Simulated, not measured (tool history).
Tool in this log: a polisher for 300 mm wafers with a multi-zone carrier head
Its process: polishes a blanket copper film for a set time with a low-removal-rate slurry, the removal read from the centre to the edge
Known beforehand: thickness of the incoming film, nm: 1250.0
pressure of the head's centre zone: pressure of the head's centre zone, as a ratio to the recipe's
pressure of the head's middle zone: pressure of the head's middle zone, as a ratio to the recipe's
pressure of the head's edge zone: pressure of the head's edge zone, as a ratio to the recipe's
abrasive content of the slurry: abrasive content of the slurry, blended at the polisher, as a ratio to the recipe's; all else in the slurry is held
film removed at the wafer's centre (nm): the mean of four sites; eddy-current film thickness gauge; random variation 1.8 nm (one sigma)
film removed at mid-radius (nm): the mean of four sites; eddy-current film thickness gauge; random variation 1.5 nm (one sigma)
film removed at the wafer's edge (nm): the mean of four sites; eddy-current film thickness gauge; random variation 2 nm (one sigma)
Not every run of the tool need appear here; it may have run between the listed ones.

run  hour  flow of slurry (ml/min)  pressure of the head's centre zone  pressure of the head's middle zone  pressure of the head's edge zone  abrasive content of the slurry  polishing time (s)  film removed at the wafer's centre (nm)  film removed at mid-radius (nm)  film removed at the wafer's edge (nm)
  1   0.0                      270                                1.00                                1.00                              1.00                            1.00                  42                                   100.22                           97.635                                 101.39
  2   3.3                      275                                1.02                                1.02                              1.00                            1.05                  43                                   108.01                          103.930                                 106.86
  3  11.5                      280                                1.03                                1.04                              1.00                            1.10                  43                                   109.53                          104.190                                 106.55
  4  12.4                      280                                1.03                                1.08                              1.00                            1.10                  43                                   107.80                          107.730                                 105.07
  5  21.2                      280                                1.03                                1.08                              0.97                            1.10                  43                                   110.20                          108.000                                 107.68
  6  22.4                      280                                1.03                                1.08                              1.00                            1.10                  43                                   110.06                          108.310                                 108.03
  7  30.3                      285                                1.04                                1.09                              0.99                            1.10                  44                                   109.67                          112.560                                 109.77
  8  37.1                      285                                1.06                                1.10                              0.98                            1.15                  45                                   119.98                          115.930                                 110.96
  9  38.4                      285                                1.06                                1.10                              0.98                            1.20                  46                                   122.69                          118.960                                 114.24

For run 10, what comes out?
 10  46.2                      285                                1.06                                1.10                              0.98                            1.20                  47                                        ?                                ?                                      ?

film removed at the wafer's centre (nm): 121.61
film removed at mid-radius (nm): 120.040
film removed at the wafer's edge (nm): 119.17

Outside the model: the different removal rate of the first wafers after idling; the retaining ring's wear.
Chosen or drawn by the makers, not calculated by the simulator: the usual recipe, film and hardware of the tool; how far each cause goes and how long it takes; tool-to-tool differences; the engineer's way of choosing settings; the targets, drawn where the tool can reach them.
